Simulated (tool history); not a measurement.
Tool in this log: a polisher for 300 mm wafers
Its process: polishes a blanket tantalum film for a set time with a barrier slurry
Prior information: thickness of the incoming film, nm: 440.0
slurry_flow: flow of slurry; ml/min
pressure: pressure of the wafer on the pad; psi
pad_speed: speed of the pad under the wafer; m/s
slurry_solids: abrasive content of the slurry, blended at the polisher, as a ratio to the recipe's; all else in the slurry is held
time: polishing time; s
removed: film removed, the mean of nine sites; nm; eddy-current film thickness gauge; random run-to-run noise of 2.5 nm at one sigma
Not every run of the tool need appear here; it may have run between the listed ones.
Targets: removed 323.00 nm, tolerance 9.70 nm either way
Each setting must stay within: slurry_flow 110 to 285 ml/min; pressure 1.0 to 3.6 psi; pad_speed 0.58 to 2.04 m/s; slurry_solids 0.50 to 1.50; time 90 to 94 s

run 1 day=0.000 | slurry_flow=180 pressure=2.3 pad_speed=1.30 slurry_solids=1.00 time=90 | removed=216.49
run 2 day=0.117 | slurry_flow=190 pressure=2.6 pad_speed=1.30 slurry_solids=1.00 time=90 | removed=237.33
run 3 day=0.475 | slurry_flow=190 pressure=2.9 pad_speed=1.30 slurry_solids=1.00 time=90 | removed=260.42
run 4 day=0.833 | slurry_flow=190 pressure=3.1 pad_speed=1.30 slurry_solids=1.00 time=90 | removed=270.23
run 5 day=1.079 | slurry_flow=195 pressure=3.3 pad_speed=1.32 slurry_solids=1.00 time=90 | removed=290.63
run 6 day=1.358 | slurry_flow=195 pressure=3.4 pad_speed=1.32 slurry_solids=1.00 time=90 | removed=295.75
run 7 day=1.608 | slurry_flow=195 pressure=3.5 pad_speed=1.34 slurry_solids=1.00 time=90 | removed=305.61
run 8 day=1.842 | slurry_flow=200 pressure=3.5 pad_speed=1.34 slurry_solids=1.00 time=90 | removed=309.44

Exactly one of the 4 candidate moves below puts every result within its allowed miss. Which one?
run A day=2.075 | slurry_flow=175 pressure=2.9 pad_speed=1.44 slurry_solids=1.10 time=90 | removed=?
run B day=2.075 | slurry_flow=160 pressure=3.5 pad_speed=1.36 slurry_solids=0.85 time=91 | removed=?
run C day=2.075 | slurry_flow=185 pressure=3.6 pad_speed=1.36 slurry_solids=0.80 time=90 | removed=?
run D day=2.075 | slurry_flow=200 pressure=3.5 pad_speed=1.44 slurry_solids=0.95 time=90 | removed=?

move=A removed=292.93
move=B removed=296.44
move=C removed=300.79
move=D removed=330.47
A: misses by more than the last run did
B: misses by more than the last run did
C: misses by more than the last run did
D: all results land within tolerance of their targets
Go with D: it meets all targets.
